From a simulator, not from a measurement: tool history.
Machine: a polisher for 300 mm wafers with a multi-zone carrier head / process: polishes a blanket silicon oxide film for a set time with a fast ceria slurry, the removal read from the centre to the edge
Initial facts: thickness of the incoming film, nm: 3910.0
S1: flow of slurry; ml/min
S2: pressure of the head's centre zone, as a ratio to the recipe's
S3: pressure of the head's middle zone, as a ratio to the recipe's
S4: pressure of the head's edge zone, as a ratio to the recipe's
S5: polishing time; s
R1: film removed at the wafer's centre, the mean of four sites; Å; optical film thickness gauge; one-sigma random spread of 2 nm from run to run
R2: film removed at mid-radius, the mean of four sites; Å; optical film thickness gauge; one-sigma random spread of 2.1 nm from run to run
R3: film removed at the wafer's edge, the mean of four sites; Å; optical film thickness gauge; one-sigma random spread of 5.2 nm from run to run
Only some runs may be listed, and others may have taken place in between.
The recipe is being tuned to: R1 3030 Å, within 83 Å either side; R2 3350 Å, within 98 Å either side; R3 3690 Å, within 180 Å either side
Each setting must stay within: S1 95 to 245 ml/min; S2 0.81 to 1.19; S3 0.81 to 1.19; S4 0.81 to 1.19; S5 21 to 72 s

| run | hour | S1 | S2 | S3 | S4 | S5 | R1 | R2 | R3 |
|---|---|---|---|---|---|---|---|---|---|
| 1 | 0 | 155 | 1 | 1 | 1 | 46 | 4151.1 | 4167.1 | 4066 |
| 2 | 2.1 | 135 | 1 | 1 | 1 | 46 | 3981.6 | 4053.4 | 4055.2 |
| 3 | 10.5 | 135 | 0.91 | 1 | 1 | 46 | 3619.5 | 4121.3 | 4116.3 |
| 4 | 17.8 | 130 | 0.9 | 0.98 | 0.99 | 46 | 3516.6 | 3989.7 | 4103.2 |
| 5 | 19.2 | 130 | 0.9 | 0.97 | 0.98 | 46 | 3528.1 | 3943.5 | 3932.4 |
| 6 | 25 | 130 | 0.9 | 0.9 | 0.98 | 46 | 3558.8 | 3682.5 | 3936 |
| 7 | 30.7 | 100 | 0.81 | 0.86 | 0.96 | 44 | 2856.1 | 3202.3 | 3502.9 |
| 8 | 31.4 | 105 | 0.81 | 0.86 | 0.96 | 44 | 2895.7 | 3225.1 | 3659.7 |

Pick the move, out of 4, that brings all results within their allowed miss; only one does.
| A | 32.1 | 95 | 0.82 | 0.86 | 0.99 | 51 | ? | ? | ? |
| B | 32.1 | 130 | 0.81 | 0.84 | 0.91 | 44 | ? | ? | ? |
| C | 32.1 | 105 | 0.86 | 0.86 | 0.92 | 43 | ? | ? | ? |
| D | 32.1 | 95 | 0.9 | 0.91 | 0.94 | 47 | ? | ? | ? |

| move | R1 | R2 | R3 |
|---|---|---|---|
| A | 3271.1 | 3646 | 4166.7 |
| B | 3049.4 | 3339 | 3649.1 |
| C | 2987.1 | 3159.9 | 3457.8 |
| D | 3312.5 | 3519.6 | 3744 |
A: the result that was furthest off in the last run now lies on the other side of its target
B: hits every target within its allowed miss
C: puts the biggest miss on target and leaves a different result outside tolerance
D: the result that was furthest off in the last run now lies on the other side of its target
Go with B: it meets all targets.
